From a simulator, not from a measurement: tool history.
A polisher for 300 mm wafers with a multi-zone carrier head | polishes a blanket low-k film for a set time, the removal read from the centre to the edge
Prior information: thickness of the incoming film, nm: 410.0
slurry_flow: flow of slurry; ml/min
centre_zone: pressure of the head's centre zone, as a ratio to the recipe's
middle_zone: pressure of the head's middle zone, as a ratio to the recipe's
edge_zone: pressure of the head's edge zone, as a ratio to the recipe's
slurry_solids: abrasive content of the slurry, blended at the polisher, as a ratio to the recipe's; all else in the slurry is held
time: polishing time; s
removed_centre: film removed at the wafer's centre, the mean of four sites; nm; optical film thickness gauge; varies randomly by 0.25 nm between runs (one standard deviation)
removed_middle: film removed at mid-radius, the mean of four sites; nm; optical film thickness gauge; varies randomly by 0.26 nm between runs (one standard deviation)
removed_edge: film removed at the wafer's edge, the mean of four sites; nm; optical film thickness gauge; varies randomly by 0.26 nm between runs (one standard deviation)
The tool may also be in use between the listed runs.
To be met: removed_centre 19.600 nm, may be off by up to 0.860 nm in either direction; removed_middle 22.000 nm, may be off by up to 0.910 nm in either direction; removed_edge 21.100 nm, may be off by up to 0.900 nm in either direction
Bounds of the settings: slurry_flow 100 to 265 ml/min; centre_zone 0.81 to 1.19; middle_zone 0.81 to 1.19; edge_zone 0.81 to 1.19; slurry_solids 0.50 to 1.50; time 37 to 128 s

run  hour  slurry_flow  centre_zone  middle_zone  edge_zone  slurry_solids  time  removed_centre  removed_middle  removed_edge
  1   0.0          170         1.00         1.00       1.00           1.00    82          30.946          30.387        30.192
  2   1.7          170         1.00         1.00       1.00           1.00    63          23.157          22.810        23.543
  3   7.5          170         0.92         1.00       1.00           1.00    63          22.145          23.197        23.269
  4  11.0          170         0.92         1.00       1.00           1.10    63          22.669          24.021        24.298
  5  18.1          165         0.90         1.00       0.98           1.05    63          21.699          23.016        22.998
  6  24.5          165         0.86         1.00       0.98           1.05    63          20.470          22.612        23.585
  7  29.2          160         0.86         1.01       0.96           1.05    63          20.655          23.316        23.632
  8  33.2          165         0.87         1.02       0.95           1.00    63          20.515          23.224        22.956
  9  41.4          165         0.87         1.02       0.94           1.00    63          20.505          23.506        22.321
 10  44.3          160         0.87         1.01       0.93           1.00    63          20.337          23.230        22.548
 11  48.3          160         0.87         1.00       0.92           1.00    63          20.762          22.682        22.242
 12  49.6          155         0.87         1.00       0.91           1.00    63          20.443          22.631        22.050

Exercise: of the 4 proposed moves below, exactly one satisfies all targets within the stated allowed misses. Which move is it?
  A  50.9          155         0.87         0.98       0.85           1.25    57               ?               ?             ?
  B  50.9          160         0.89         1.00       0.95           0.80    69               ?               ?             ?
  C  50.9          220         0.90         1.14       1.02           0.90    58               ?               ?             ?
  D  50.9          150         0.94         0.95       0.86           0.95    65               ?               ?             ?

move  removed_centre  removed_middle  removed_edge
   A          19.654          21.928        20.773
   B          21.176          23.553        23.095
   C          19.679          23.803        21.569
   D          21.658          22.296        21.773
A: hits every target within its allowed miss
B: lands further from the targets than the last run did
C: the worst result of the last run now meets its target, but another is out of spec
D: the worst result of the last run now meets its target, but another is out of spec
Go with A: it meets all targets.

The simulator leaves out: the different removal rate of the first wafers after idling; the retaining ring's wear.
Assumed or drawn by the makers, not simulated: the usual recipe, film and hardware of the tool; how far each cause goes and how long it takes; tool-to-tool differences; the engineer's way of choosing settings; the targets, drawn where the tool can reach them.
